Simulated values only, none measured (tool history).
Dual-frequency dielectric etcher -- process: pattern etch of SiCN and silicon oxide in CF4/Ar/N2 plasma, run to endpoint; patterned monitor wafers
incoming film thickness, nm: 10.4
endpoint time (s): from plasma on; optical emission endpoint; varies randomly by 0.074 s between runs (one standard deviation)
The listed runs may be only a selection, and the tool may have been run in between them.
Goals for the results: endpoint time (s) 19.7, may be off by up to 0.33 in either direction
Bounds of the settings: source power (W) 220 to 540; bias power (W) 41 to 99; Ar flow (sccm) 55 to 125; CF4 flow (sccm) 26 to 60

run,hour,source power (W),bias power (W),Ar flow (sccm),CF4 flow (sccm),endpoint time (s)
1,0,380,70,90,43,15.645
2,4.7,380,70,105,43,16.047
3,9.7,380,70,115,43,16.224
4,13.7,360,70,115,43,16.983
5,16.3,360,70,115,39,17.298
6,18.5,340,70,115,39,18.101
7,20.4,330,70,115,39,18.598
8,25.1,300,70,115,39,20.24

Exercise: of the 5 proposed moves below, exactly one satisfies all targets within the stated allowed misses. Which move is it?
A,29.8,290,69,115,44,?
B,29.8,290,71,115,37,?
C,29.8,310,71,114,36,?
D,29.8,300,84,117,38,?
E,29.8,300,66,124,44,?

move,endpoint time (s)
A,20.487
B,20.867
C,19.808
D,18.976
E,20.518
A: moves away from the targets compared with the last run
B: moves away from the targets compared with the last run
C: all results in spec
D: takes the result that was furthest off past its target
E: moves away from the targets compared with the last run
Move C is the one to make.

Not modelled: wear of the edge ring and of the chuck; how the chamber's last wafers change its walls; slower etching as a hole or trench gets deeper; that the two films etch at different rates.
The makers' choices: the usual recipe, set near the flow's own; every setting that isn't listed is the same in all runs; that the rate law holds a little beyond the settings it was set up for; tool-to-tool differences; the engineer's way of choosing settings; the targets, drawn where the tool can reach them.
